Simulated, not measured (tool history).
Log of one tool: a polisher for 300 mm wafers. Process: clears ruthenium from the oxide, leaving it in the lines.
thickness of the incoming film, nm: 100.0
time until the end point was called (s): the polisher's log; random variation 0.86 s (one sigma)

run	hour	flow of slurry (ml/min)	pressure of the wafer on the pad (psi)	speed of the pad under the wafer (m/s)	overpolish time after the end point (s)	time until the end point was called (s)
1	0.0	200	1.5	1.28	10	133.660
2	0.5	200	1.7	1.30	10	119.540
3	6.7	200	1.8	1.34	10	109.320
4	14.4	200	1.8	1.34	7	110.330
5	19.1	200	1.8	1.34	7	107.960
6	20.5	200	1.8	1.18	7	122.940
# hour 28.7: worn pad replaced by a new one
7	28.7	200	1.9	1.24	7	102.090
8	36.8	200	2.0	1.24	7	97.433

The next listed run, before its measurement:
9	44.3	200	2.1	1.26	7	?

time until the end point was called (s): 91.427
